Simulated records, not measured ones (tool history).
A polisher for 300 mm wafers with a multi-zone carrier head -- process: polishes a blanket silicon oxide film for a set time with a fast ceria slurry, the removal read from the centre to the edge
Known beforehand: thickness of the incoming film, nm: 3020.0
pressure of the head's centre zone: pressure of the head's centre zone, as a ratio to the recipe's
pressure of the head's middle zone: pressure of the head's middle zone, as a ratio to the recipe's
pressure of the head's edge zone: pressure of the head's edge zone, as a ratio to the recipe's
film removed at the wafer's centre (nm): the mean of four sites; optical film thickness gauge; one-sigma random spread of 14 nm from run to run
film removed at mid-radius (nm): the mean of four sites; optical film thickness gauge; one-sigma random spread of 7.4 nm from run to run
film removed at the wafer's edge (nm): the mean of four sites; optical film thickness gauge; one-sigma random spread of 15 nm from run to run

| run | day | flow of slurry (ml/min) | pressure of the head's centre zone | pressure of the head's middle zone | pressure of the head's edge zone | polishing time (s) | film removed at the wafer's centre (nm) | film removed at mid-radius (nm) | film removed at the wafer's edge (nm) |
|---|---|---|---|---|---|---|---|---|---|
| 1 | 0.000 | 295 | 1.00 | 1.00 | 1.00 | 66 | 847.61 | 854.72 | 850.70 |
| 2 | 0.200 | 265 | 1.00 | 1.00 | 1.00 | 66 | 832.00 | 851.63 | 854.08 |
| 3 | 0.262 | 260 | 1.00 | 1.05 | 1.03 | 70 | 889.23 | 922.64 | 901.44 |
| 4 | 0.317 | 260 | 1.00 | 1.05 | 1.09 | 70 | 893.29 | 916.00 | 920.31 |
| 5 | 0.583 | 270 | 0.97 | 1.09 | 1.10 | 73 | 912.67 | 1002.30 | 970.34 |
| 6 | 0.842 | 295 | 0.96 | 1.12 | 1.12 | 74 | 914.46 | 1029.70 | 979.08 |
| 7 | 0.904 | 295 | 0.95 | 1.14 | 1.12 | 76 | 958.50 | 1076.30 | 1031.70 |

Run 8 is up next; what results do you expect?
| 8 | 1.271 | 295 | 0.93 | 1.16 | 1.10 | 77 | ? | ? | ? |

film removed at the wafer's centre (nm): 907.48
film removed at mid-radius (nm): 1106.70
film removed at the wafer's edge (nm): 1034.30
